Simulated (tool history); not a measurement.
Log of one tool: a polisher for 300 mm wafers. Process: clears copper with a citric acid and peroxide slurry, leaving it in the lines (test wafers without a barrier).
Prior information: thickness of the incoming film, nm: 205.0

run  hour  flow of slurry (ml/min)  pressure of the wafer on the pad (kPa)  speed of the pad under the wafer (m/s)  abrasive content of the slurry  overpolish time after the end point (s)  time until the end point was called (s)  dishing of a wide line in a test structure (angstrom)
  1   0.0                      235                                    18.6                                    1.06                            1.00                                       12                                   92.232                                                184.070
  2   2.4                      235                                    17.2                                    1.06                            1.00                                       10                                  100.470                                                150.620
  3   4.3                      235                                    17.2                                    1.06                            1.00                                       15                                   99.839                                                207.020
  4   9.5                      235                                    17.2                                    1.06                            1.15                                       15                                   94.367                                                214.280
  5  16.7                      235                                    15.9                                    1.04                            1.20                                       13                                  104.200                                                176.930
  6  20.8                      235                                    15.9                                    0.78                            1.20                                       13                                  138.350                                                142.540
  7  22.4                      215                                    15.2                                    0.88                            1.05                                       11                                  132.910                                                121.010
  8  29.5                      200                                    14.5                                    0.96                            0.95                                       10                                  131.120                                                113.010
  9  37.7                      185                                    13.8                                    1.04                            0.85                                        9                                  134.280                                                102.280
 10  42.7                      175                                    13.8                                    1.10                            0.80                                        8                                  128.540                                                 92.758
 11  45.6                      170                                    13.8                                    1.16                            0.75                                        7                                  122.810                                                 86.844
 12  50.1                      140                                    15.2                                    1.30                            0.50                                        4                                  110.160                                                 55.759
 13  54.1                      150                                    15.2                                    1.30                            0.55                                        4                                  108.740                                                 55.594
 14  61.4                      145                                    15.9                                    1.30                            0.55                                        8                                  107.030                                                111.510
 15  62.7                      170                                    15.9                                    1.30                            0.55                                        8                                   99.815                                                113.070
 16  71.2                      235                                    11.0                                    1.28                            0.55                                        4                                  141.400                                                 44.924

What will run 17 give?
 17  80.0                      235                                    11.7                                    1.28                            0.60                                        4                                        ?                                                      ?

time until the end point was called (s): 127.580
dishing of a wide line in a test structure (angstrom): 47.269

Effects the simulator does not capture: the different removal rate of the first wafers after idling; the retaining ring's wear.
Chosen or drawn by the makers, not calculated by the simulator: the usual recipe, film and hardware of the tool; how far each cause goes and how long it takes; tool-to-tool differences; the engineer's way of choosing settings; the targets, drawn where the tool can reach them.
